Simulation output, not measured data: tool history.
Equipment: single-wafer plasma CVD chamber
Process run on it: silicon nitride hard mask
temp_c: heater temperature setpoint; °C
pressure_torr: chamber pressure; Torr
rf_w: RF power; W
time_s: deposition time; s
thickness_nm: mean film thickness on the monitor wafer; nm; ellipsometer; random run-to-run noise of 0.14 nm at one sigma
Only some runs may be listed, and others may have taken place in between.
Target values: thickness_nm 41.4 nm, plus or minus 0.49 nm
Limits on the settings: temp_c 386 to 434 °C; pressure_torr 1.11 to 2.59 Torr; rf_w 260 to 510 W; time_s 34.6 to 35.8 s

Run 1, hour 0: temp_c 410 °C, pressure_torr 1.85 Torr, rf_w 385 W, time_s 34.6 s. Result: thickness_nm 44.9 nm.
Run 2, hour 5.7: temp_c 415 °C, pressure_torr 1.85 Torr, rf_w 385 W, time_s 34.6 s. Result: thickness_nm 44.755 nm.
Run 3, hour 6.3: temp_c 423 °C, pressure_torr 1.85 Torr, rf_w 385 W, time_s 34.6 s. Result: thickness_nm 44.601 nm.
Run 4, hour 11.5: temp_c 413 °C, pressure_torr 1.85 Torr, rf_w 385 W, time_s 34.6 s. Result: thickness_nm 44.713 nm.
Run 5, hour 16: temp_c 413 °C, pressure_torr 1.85 Torr, rf_w 385 W, time_s 35.8 s. Result: thickness_nm 46.358 nm.
Run 6, hour 23.1: temp_c 408 °C, pressure_torr 1.85 Torr, rf_w 385 W, time_s 35.8 s. Result: thickness_nm 46.451 nm.
Run 7, hour 29.6: temp_c 408 °C, pressure_torr 1.77 Torr, rf_w 385 W, time_s 35.8 s. Result: thickness_nm 45.756 nm.
Run 8, hour 32.8: temp_c 408 °C, pressure_torr 1.71 Torr, rf_w 385 W, time_s 35.8 s. Result: thickness_nm 44.923 nm.
Run 9, hour 33.8: temp_c 408 °C, pressure_torr 1.67 Torr, rf_w 385 W, time_s 35.8 s. Result: thickness_nm 44.586 nm.
Run 10, hour 35.5: temp_c 408 °C, pressure_torr 1.63 Torr, rf_w 385 W, time_s 35.8 s. Result: thickness_nm 44.23 nm.
Run 11, hour 37.8: temp_c 408 °C, pressure_torr 1.26 Torr, rf_w 380 W, time_s 35.8 s. Result: thickness_nm 39.24 nm.
Run 12, hour 46.5: temp_c 408 °C, pressure_torr 1.28 Torr, rf_w 380 W, time_s 35.8 s. Result: thickness_nm 39.378 nm.
At hour 48.2: capacitance manometer re-zeroed and calibrated.
Run 13, hour 48.2: temp_c 408 °C, pressure_torr 1.3 Torr, rf_w 380 W, time_s 35.8 s. Result: thickness_nm 38.718 nm.
Run 14, hour 55.2: temp_c 408 °C, pressure_torr 1.32 Torr, rf_w 380 W, time_s 35.8 s. Result: thickness_nm 38.829 nm.
Run 15, hour 58.4: temp_c 408 °C, pressure_torr 1.34 Torr, rf_w 380 W, time_s 35.8 s. Result: thickness_nm 39.298 nm.
Run 16, hour 61.1: temp_c 408 °C, pressure_torr 1.36 Torr, rf_w 380 W, time_s 35.8 s. Result: thickness_nm 39.51 nm.
Run 17, hour 64.8: temp_c 408 °C, pressure_torr 1.38 Torr, rf_w 380 W, time_s 35.8 s. Result: thickness_nm 40.106 nm.
Run 18, hour 70.5: temp_c 408 °C, pressure_torr 1.39 Torr, rf_w 380 W, time_s 35.8 s. Result: thickness_nm 39.892 nm.
Run 19, hour 77.7: temp_c 408 °C, pressure_torr 1.4 Torr, rf_w 380 W, time_s 35.8 s. Result: thickness_nm 40.019 nm.
Run 20, hour 82.2: temp_c 408 °C, pressure_torr 1.41 Torr, rf_w 380 W, time_s 35.8 s. Result: thickness_nm 40.162 nm.

Which single option among these 4 for the next run brings every result within its allowed miss of target? Just one does.
Run A, hour 86.7: temp_c 414 °C, pressure_torr 1.48 Torr, rf_w 405 W, time_s 35.8 s. Result: thickness_nm ?.
Run B, hour 86.7: temp_c 401 °C, pressure_torr 1.51 Torr, rf_w 390 W, time_s 35.8 s. Result: thickness_nm ?.
Run C, hour 86.7: temp_c 401 °C, pressure_torr 1.56 Torr, rf_w 395 W, time_s 34.6 s. Result: thickness_nm ?.
Run D, hour 86.7: temp_c 411 °C, pressure_torr 1.53 Torr, rf_w 400 W, time_s 35.5 s. Result: thickness_nm ?.

move  thickness_nm
   A        42.301
   B        42.296
   C        41.678
   D        42.411
A: moves the result that the last run missed by most past its target, out the other side
B: moves the result that the last run missed by most past its target, out the other side
C: meets every target
D: moves the result that the last run missed by most past its target, out the other side
Answer: C

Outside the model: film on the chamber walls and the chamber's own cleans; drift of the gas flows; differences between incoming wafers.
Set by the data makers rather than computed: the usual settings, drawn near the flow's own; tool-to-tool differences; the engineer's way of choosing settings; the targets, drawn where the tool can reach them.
